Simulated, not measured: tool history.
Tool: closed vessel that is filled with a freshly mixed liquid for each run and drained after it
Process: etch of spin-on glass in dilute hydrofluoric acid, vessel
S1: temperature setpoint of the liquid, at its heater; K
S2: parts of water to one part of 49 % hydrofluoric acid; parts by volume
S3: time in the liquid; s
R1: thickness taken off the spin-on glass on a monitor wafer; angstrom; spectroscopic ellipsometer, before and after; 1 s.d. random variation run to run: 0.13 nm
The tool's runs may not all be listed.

run	day	S1	S2	S3	R1
1	0.000	294.15	90	30	79.009
2	0.117	296.65	70	30	116.180
3	0.333	296.65	95	30	82.843
4	0.383	299.15	95	30	91.236
5	0.425	300.15	75	30	123.490
6	0.467	300.15	75	30	123.200
7	0.508	300.65	65	30	147.970

What will run 8 give?
8	0.600	301.15	60	30	?

{"run 8": {"R1": 164.99}}

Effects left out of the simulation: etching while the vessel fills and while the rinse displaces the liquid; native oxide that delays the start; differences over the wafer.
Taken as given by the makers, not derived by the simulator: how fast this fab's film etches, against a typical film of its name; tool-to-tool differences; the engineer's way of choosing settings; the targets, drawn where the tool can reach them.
